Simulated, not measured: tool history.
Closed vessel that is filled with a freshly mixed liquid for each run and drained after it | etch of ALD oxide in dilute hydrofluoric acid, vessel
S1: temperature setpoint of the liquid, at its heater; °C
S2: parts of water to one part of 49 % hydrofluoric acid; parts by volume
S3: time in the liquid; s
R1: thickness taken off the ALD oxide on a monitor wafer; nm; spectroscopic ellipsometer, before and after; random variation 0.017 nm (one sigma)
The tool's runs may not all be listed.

| run | hour | S1 | S2 | S3 | R1 |
|---|---|---|---|---|---|
| 1 | 0 | 21 | 225 | 30 | 2.0504 |
| 2 | 0.9 | 21 | 300 | 30 | 1.4334 |
| 3 | 7.3 | 23.5 | 290 | 30 | 1.6662 |
| 4 | 14.9 | 25 | 290 | 30 | 1.7597 |
| 5 | 15.6 | 26.5 | 285 | 30 | 1.8654 |
| 6 | 21.5 | 24.5 | 285 | 30 | 1.762 |
| 7 | 26.6 | 26 | 280 | 30 | 1.89 |

Forecast run 8:
| 8 | 33.4 | 27 | 275 | 30 | ? |

Run 8 gave R1 1.9845 nm.

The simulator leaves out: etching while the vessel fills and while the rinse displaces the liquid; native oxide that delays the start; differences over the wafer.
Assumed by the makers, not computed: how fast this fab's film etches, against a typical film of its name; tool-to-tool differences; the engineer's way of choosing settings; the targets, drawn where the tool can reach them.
